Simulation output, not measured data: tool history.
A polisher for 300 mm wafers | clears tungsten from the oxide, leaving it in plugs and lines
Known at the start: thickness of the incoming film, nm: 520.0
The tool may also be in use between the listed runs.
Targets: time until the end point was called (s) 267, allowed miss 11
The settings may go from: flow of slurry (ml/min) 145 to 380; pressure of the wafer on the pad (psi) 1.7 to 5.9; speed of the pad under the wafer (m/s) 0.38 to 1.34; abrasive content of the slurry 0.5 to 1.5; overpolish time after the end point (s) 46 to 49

run,day,flow of slurry (ml/min),pressure of the wafer on the pad (psi),speed of the pad under the wafer (m/s),abrasive content of the slurry,overpolish time after the end point (s),time until the end point was called (s)
1,0,245,3.8,0.86,1,46,144.92
2,0.079,245,3.4,0.84,1,46,156.15
3,0.379,245,3.1,0.8,1,46,172.15
4,0.475,245,3.1,0.8,0.8,46,181.43
5,0.733,245,3.1,0.8,0.9,46,175.37
6,1.033,245,2.9,0.76,0.9,46,194.26
7,1.217,245,2.7,0.74,0.9,46,205.19
8,1.283,245,2.5,0.72,0.9,46,221.65
9,1.558,245,2.4,0.72,0.9,46,223.75
10,1.812,245,2.3,0.72,0.9,46,227.42
11,1.854,245,2.2,0.72,0.9,46,234.59
12,2.196,245,2.1,0.72,0.9,46,240.67
13,2.375,245,2,0.72,0.9,46,242.71
14,2.579,245,1.9,0.72,0.9,46,253.29

4 next moves are on the table. One of them brings every result within its allowed miss. Which?
A,2.783,295,2.1,0.7,0.8,46,?
B,2.783,230,2.8,0.58,1.05,46,?
C,2.783,260,2.2,0.74,0.9,49,?
D,2.783,260,1.7,0.72,0.75,49,?

move,time until the end point was called (s)
A,247.32
B,244.07
C,228.27
D,273.19
A: further off than the last run
B: further off than the last run
C: further off than the last run
D: meets every target
The right move is D.
